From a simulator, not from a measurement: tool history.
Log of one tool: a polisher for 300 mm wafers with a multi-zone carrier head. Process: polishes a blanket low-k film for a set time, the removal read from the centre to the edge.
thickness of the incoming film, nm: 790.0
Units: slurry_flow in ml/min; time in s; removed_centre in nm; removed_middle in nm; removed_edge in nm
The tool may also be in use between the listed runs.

Run 1, hour 0.0: slurry_flow 255 ml/min, centre_zone 1.00, middle_zone 1.00, edge_zone 1.00, slurry_solids 1.00, time 86 s. Result: removed_centre 22.873 nm, removed_middle 22.533 nm, removed_edge 23.000 nm.
Run 2, hour 6.9: slurry_flow 250 ml/min, centre_zone 0.98, middle_zone 0.98, edge_zone 0.99, slurry_solids 0.95, time 81 s. Result: removed_centre 20.568 nm, removed_middle 20.362 nm, removed_edge 21.418 nm.
Run 3, hour 15.4: slurry_flow 250 ml/min, centre_zone 0.98, middle_zone 0.98, edge_zone 0.99, slurry_solids 1.05, time 81 s. Result: removed_centre 22.201 nm, removed_middle 21.987 nm, removed_edge 22.140 nm.
Run 4, hour 24.0: slurry_flow 250 ml/min, centre_zone 0.94, middle_zone 0.98, edge_zone 0.99, slurry_solids 1.05, time 81 s. Result: removed_centre 21.185 nm, removed_middle 21.611 nm, removed_edge 21.860 nm.
Run 5, hour 29.3: slurry_flow 250 ml/min, centre_zone 0.99, middle_zone 0.98, edge_zone 0.99, slurry_solids 1.05, time 81 s. Result: removed_centre 22.269 nm, removed_middle 21.740 nm, removed_edge 22.283 nm.
Run 6, hour 36.0: slurry_flow 250 ml/min, centre_zone 1.07, middle_zone 0.98, edge_zone 0.99, slurry_solids 1.05, time 81 s. Result: removed_centre 23.511 nm, removed_middle 21.232 nm, removed_edge 22.412 nm.

Run 7 comes next. What will it give?
Run 7, hour 37.5: slurry_flow 200 ml/min, centre_zone 0.97, middle_zone 0.88, edge_zone 1.01, slurry_solids 0.80, time 57 s. Result: removed_centre ?, removed_middle ?, removed_edge ?.

Run 7 gave removed_centre 12.420 nm, removed_middle 11.424 nm, removed_edge 13.201 nm.
